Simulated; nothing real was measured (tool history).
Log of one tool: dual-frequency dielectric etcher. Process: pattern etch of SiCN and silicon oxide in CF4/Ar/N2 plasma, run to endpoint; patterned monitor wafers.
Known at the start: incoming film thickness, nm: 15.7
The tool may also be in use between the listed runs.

run 1 hour=0 | source_power_(kW)=0.31 bias_power_(kW)=0.068 Ar_flow_(sccm)=95 CF4_flow_(sccm)=80 | endpoint_time_(s)=24.841
run 2 hour=6.6 | source_power_(kW)=0.34 bias_power_(kW)=0.068 Ar_flow_(sccm)=95 CF4_flow_(sccm)=80 | endpoint_time_(s)=22.802
run 3 hour=14.7 | source_power_(kW)=0.35 bias_power_(kW)=0.068 Ar_flow_(sccm)=95 CF4_flow_(sccm)=80 | endpoint_time_(s)=22.395
run 4 hour=23 | source_power_(kW)=0.35 bias_power_(kW)=0.068 Ar_flow_(sccm)=86 CF4_flow_(sccm)=80 | endpoint_time_(s)=22.118
run 5 hour=25.7 | source_power_(kW)=0.35 bias_power_(kW)=0.068 Ar_flow_(sccm)=86 CF4_flow_(sccm)=87 | endpoint_time_(s)=21.554
run 6 hour=33 | source_power_(kW)=0.36 bias_power_(kW)=0.068 Ar_flow_(sccm)=86 CF4_flow_(sccm)=87 | endpoint_time_(s)=20.97
run 7 hour=39.3 | source_power_(kW)=0.37 bias_power_(kW)=0.068 Ar_flow_(sccm)=86 CF4_flow_(sccm)=87 | endpoint_time_(s)=20.641

The next listed run, before its measurement:
run 8 hour=40.4 | source_power_(kW)=0.39 bias_power_(kW)=0.068 Ar_flow_(sccm)=86 CF4_flow_(sccm)=87 | endpoint_time_(s)=?

{"run 8": {"endpoint time (s)": 19.593}}
